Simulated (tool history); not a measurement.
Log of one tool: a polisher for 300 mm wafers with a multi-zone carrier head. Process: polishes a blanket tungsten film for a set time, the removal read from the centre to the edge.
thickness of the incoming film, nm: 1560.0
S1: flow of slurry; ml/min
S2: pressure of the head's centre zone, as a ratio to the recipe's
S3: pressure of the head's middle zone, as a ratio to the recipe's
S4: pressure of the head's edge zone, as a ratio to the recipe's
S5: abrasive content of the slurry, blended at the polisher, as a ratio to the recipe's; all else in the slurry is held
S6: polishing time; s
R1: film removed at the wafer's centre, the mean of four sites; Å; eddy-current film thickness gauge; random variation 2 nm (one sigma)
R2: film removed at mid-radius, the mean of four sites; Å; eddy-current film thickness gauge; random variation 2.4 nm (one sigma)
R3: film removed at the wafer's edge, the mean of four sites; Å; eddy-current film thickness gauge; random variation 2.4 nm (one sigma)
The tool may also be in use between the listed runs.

Run 1, hour 0: S1 125 ml/min, S2 1, S3 1, S4 1, S5 1, S6 80 s. Result: R1 3336.8 Å, R2 3356.4 Å, R3 3339 Å.
Run 2, hour 2.4: S1 125 ml/min, S2 1, S3 0.92, S4 1, S5 1, S6 80 s. Result: R1 3330.4 Å, R2 3072.1 Å, R3 3399.9 Å.
Run 3, hour 9: S1 115 ml/min, S2 0.96, S3 0.91, S4 0.99, S5 0.85, S6 73 s. Result: R1 2653.6 Å, R2 2658.2 Å, R3 2913.9 Å.
Run 4, hour 13.1: S1 115 ml/min, S2 0.96, S3 0.91, S4 0.99, S5 0.85, S6 61 s. Result: R1 2255.8 Å, R2 2175.6 Å, R3 2370.1 Å.
Run 5, hour 14.9: S1 115 ml/min, S2 0.96, S3 0.85, S4 0.99, S5 0.85, S6 61 s. Result: R1 2282.6 Å, R2 2060.1 Å, R3 2367.3 Å.
Run 6, hour 21: S1 110 ml/min, S2 0.93, S3 0.84, S4 0.98, S5 0.8, S6 61 s. Result: R1 2121.2 Å, R2 1996.9 Å, R3 2320.9 Å.

Forecast run 7:
Run 7, hour 22.9: S1 85 ml/min, S2 0.83, S3 0.84, S4 0.89, S5 0.6, S6 59 s. Result: R1 ?, R2 ?, R3 ?.

{"run 7": {"R1": 1519.2, "R2": 1582.7, "R3": 1883}}
